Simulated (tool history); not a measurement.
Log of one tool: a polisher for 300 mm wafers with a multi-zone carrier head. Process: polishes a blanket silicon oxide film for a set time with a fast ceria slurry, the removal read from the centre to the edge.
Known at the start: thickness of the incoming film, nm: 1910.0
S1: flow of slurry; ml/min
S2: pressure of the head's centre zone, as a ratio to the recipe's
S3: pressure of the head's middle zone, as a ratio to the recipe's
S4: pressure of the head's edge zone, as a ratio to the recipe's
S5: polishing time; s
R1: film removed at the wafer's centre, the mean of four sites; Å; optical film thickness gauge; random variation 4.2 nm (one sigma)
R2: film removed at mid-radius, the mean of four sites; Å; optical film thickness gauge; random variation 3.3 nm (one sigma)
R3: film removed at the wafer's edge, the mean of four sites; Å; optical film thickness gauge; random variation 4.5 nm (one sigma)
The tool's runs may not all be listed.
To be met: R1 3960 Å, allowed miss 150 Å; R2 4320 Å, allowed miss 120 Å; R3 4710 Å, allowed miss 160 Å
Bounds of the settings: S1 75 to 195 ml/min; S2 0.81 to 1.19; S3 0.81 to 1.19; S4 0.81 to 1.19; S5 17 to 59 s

run	hour	S1	S2	S3	S4	S5	R1	R2	R3
1	0	125	1	1	1	38	5169	5182	5635.2
2	1.3	125	1	1	1	30	4033.7	4091.9	4349.7
3	8.4	130	0.98	1	1.03	30	4145.5	4132	4509.7
4	9.1	130	0.95	1.01	1.04	30	3915.6	4198.4	4467.7
# hour 16.2: slurry nozzle cleaned
5	16.2	130	0.95	1.01	1.11	30	4678.5	4749.1	5097.4
6	17.8	120	0.93	1.01	1.1	30	4486	4661.3	5020.3
7	21.1	120	0.92	1	1.09	30	4395.1	4731.6	5046.6
8	28	120	0.92	0.98	1.07	30	4475.8	4641.3	4996.5
9	36.9	120	0.92	0.99	1.06	30	4369.7	4638	4968.4
10	39.6	85	0.89	0.98	1.04	30	3770.5	4235.7	4560.3

Which of these 5 next moves meets every target?
A	42.3	75	0.91	0.9	1	32	?	?	?
B	42.3	120	0.92	1.05	0.97	27	?	?	?
C	42.3	100	0.84	1.01	0.98	29	?	?	?
D	42.3	80	0.84	0.91	1.03	31	?	?	?
E	42.3	105	0.92	1.04	1.17	28	?	?	?

move	R1	R2	R3
A	4013.6	4099.1	4771.1
B	4018	4389	4338.8
C	3732.5	4387.3	4538.9
D	3682.9	4091.4	4756.3
E	4011.2	4373.9	4829.3
A: brings the result that was furthest off to its target, and leaves another outside
B: brings the result that was furthest off to its target, and leaves another outside
C: further off than the last run
D: further off than the last run
E: meets every target
Move E is the one to make.
